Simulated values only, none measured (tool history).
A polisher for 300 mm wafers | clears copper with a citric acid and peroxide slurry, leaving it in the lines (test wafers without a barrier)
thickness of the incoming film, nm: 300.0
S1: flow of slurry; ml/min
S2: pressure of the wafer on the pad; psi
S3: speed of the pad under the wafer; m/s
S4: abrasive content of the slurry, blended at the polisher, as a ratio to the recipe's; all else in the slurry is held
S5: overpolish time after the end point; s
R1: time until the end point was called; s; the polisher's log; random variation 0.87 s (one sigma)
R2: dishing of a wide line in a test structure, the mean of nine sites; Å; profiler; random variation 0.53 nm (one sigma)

run,day,S1,S2,S3,S4,S5,R1,R2
1,0,230,3.9,0.94,1,9,98.495,192.46
2,0.333,230,3.3,0.94,1,9,114.73,162.04
3,0.633,280,3.3,0.94,1,9,115.26,166.04
4,0.8,280,3.7,0.94,1,9,99.626,186.71
5,0.854,280,3.7,0.8,1,9,109.43,171.88
6,1.117,275,4,0.8,1,10,104.08,204.25

The next listed run, before its measurement:
7,1.138,275,4.3,0.8,1,10,?,?

R1: 98.3 s
R2: 220.32 Å
